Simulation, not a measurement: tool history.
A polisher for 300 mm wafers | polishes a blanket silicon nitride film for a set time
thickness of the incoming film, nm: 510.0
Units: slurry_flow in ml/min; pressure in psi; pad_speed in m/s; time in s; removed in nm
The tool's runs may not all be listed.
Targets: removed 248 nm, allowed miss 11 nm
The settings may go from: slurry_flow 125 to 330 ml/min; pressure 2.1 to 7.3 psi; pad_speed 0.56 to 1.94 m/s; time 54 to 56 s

Run 1, hour 0: slurry_flow 210 ml/min, pressure 4.7 psi, pad_speed 1.24 m/s, time 54 s. Result: removed 133.53 nm.
Run 2, hour 8.4: slurry_flow 210 ml/min, pressure 4.7 psi, pad_speed 1.02 m/s, time 54 s. Result: removed 113.1 nm.
Run 3, hour 17.2: slurry_flow 210 ml/min, pressure 5.3 psi, pad_speed 1.1 m/s, time 54 s. Result: removed 132.95 nm.
Run 4, hour 23.9: slurry_flow 260 ml/min, pressure 5.3 psi, pad_speed 1.1 m/s, time 54 s. Result: removed 140.13 nm.
Run 5, hour 29.7: slurry_flow 260 ml/min, pressure 5.3 psi, pad_speed 0.84 m/s, time 54 s. Result: removed 111.32 nm.
Run 6, hour 30.5: slurry_flow 280 ml/min, pressure 5.3 psi, pad_speed 0.84 m/s, time 54 s. Result: removed 112.51 nm.
Run 7, hour 37.2: slurry_flow 280 ml/min, pressure 5.8 psi, pad_speed 0.96 m/s, time 54 s. Result: removed 138.49 nm.
Run 8, hour 38.3: slurry_flow 280 ml/min, pressure 5.8 psi, pad_speed 0.96 m/s, time 54 s. Result: removed 137.08 nm.
Run 9, hour 45.8: slurry_flow 280 ml/min, pressure 6.2 psi, pad_speed 1.06 m/s, time 54 s. Result: removed 153.48 nm.
Run 10, hour 52.6: slurry_flow 280 ml/min, pressure 6.5 psi, pad_speed 1.16 m/s, time 54 s. Result: removed 173.63 nm.
Run 11, hour 56.7: slurry_flow 280 ml/min, pressure 6.7 psi, pad_speed 1.24 m/s, time 54 s. Result: removed 183.36 nm.
Run 12, hour 64.1: slurry_flow 280 ml/min, pressure 6.8 psi, pad_speed 1.32 m/s, time 54 s. Result: removed 199.37 nm.
Run 13, hour 66.1: slurry_flow 280 ml/min, pressure 6.9 psi, pad_speed 1.38 m/s, time 54 s. Result: removed 210.38 nm.
Run 14, hour 71.3: slurry_flow 280 ml/min, pressure 7 psi, pad_speed 1.42 m/s, time 54 s. Result: removed 217.74 nm.
Run 15, hour 71.9: slurry_flow 280 ml/min, pressure 7.1 psi, pad_speed 1.46 m/s, time 54 s. Result: removed 227.9 nm.
Run 16, hour 75.2: slurry_flow 280 ml/min, pressure 7.1 psi, pad_speed 1.46 m/s, time 54 s. Result: removed 228.56 nm.
Run 17, hour 79.6: slurry_flow 280 ml/min, pressure 7.1 psi, pad_speed 1.48 m/s, time 54 s. Result: removed 231.05 nm.
Run 18, hour 81.7: slurry_flow 280 ml/min, pressure 7.1 psi, pad_speed 1.48 m/s, time 54 s. Result: removed 232.69 nm.
Run 19, hour 90.6: slurry_flow 280 ml/min, pressure 7.1 psi, pad_speed 1.5 m/s, time 54 s. Result: removed 232.92 nm.
Run 20, hour 97.4: slurry_flow 280 ml/min, pressure 7.1 psi, pad_speed 1.52 m/s, time 54 s. Result: removed 228.81 nm.
Run 21, hour 104.1: slurry_flow 280 ml/min, pressure 7.1 psi, pad_speed 1.54 m/s, time 54 s. Result: removed 235.88 nm.

Which of these 4 next moves meets every target?
Run A, hour 110.8: slurry_flow 265 ml/min, pressure 6.7 psi, pad_speed 1.78 m/s, time 54 s. Result: removed ?.
Run B, hour 110.8: slurry_flow 270 ml/min, pressure 7.3 psi, pad_speed 1.66 m/s, time 56 s. Result: removed ?.
Run C, hour 110.8: slurry_flow 245 ml/min, pressure 6.7 psi, pad_speed 1.56 m/s, time 54 s. Result: removed ?.
Run D, hour 110.8: slurry_flow 280 ml/min, pressure 6.5 psi, pad_speed 1.6 m/s, time 54 s. Result: removed ?.

move  removed
   A   255.97
   B   271.17
   C    228.5
   D   230.12
A: meets every target
B: takes the result that was furthest off past its target
C: further off than the last run
D: further off than the last run
The right move is A.
